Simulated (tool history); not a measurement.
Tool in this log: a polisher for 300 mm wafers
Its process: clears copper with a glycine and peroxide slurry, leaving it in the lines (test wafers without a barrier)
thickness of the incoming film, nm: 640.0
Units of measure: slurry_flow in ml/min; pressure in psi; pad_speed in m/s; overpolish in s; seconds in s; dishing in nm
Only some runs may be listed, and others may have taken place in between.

| run | hour | slurry_flow | pressure | pad_speed | overpolish | seconds | dishing |
|---|---|---|---|---|---|---|---|
| 1 | 0 | 240 | 2.5 | 0.88 | 20 | 117.21 | 71.098 |
| 2 | 2 | 240 | 3.1 | 0.88 | 20 | 98.946 | 79.355 |
| 3 | 6.8 | 240 | 3.1 | 0.88 | 15 | 98.784 | 65.732 |
| 4 | 10.1 | 240 | 3.6 | 0.88 | 15 | 84.447 | 73.717 |
| 5 | 17.3 | 205 | 2.8 | 0.72 | 12 | 126.5 | 42.681 |
| 6 | 21.8 | 205 | 2.8 | 0.72 | 7 | 125.9 | 25.102 |

Estimate the outcome of run 7 from the log above:
| 7 | 23.6 | 205 | 2.3 | 0.68 | 7 | ? | ? |

seconds: 157.87 s
dishing: 22.367 nm
